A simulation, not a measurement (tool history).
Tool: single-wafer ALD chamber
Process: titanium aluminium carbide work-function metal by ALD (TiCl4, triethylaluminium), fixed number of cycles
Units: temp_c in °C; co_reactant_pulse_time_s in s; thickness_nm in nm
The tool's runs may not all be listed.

run 1 hour=0.0 | temp_c=300 co_reactant_pulse_time_s=10.12 | thickness_nm=2.0890
run 2 hour=7.3 | temp_c=304 co_reactant_pulse_time_s=10.50 | thickness_nm=2.1290
run 3 hour=10.9 | temp_c=297 co_reactant_pulse_time_s=10.50 | thickness_nm=2.0562
run 4 hour=18.7 | temp_c=301 co_reactant_pulse_time_s=10.87 | thickness_nm=2.1145
run 5 hour=26.0 | temp_c=301 co_reactant_pulse_time_s=9.12 | thickness_nm=2.0621
run 6 hour=28.3 | temp_c=305 co_reactant_pulse_time_s=9.48 | thickness_nm=2.1197
run 7 hour=33.5 | temp_c=308 co_reactant_pulse_time_s=9.73 | thickness_nm=2.1376
run 8 hour=40.7 | temp_c=308 co_reactant_pulse_time_s=9.73 | thickness_nm=2.1443
run 9 hour=41.8 | temp_c=311 co_reactant_pulse_time_s=10.01 | thickness_nm=2.1904
run 10 hour=45.2 | temp_c=313 co_reactant_pulse_time_s=10.16 | thickness_nm=2.2040

Forecast run 11:
run 11 hour=51.6 | temp_c=315 co_reactant_pulse_time_s=10.32 | thickness_nm=?

Run 11 gave thickness_nm 2.2453 nm.
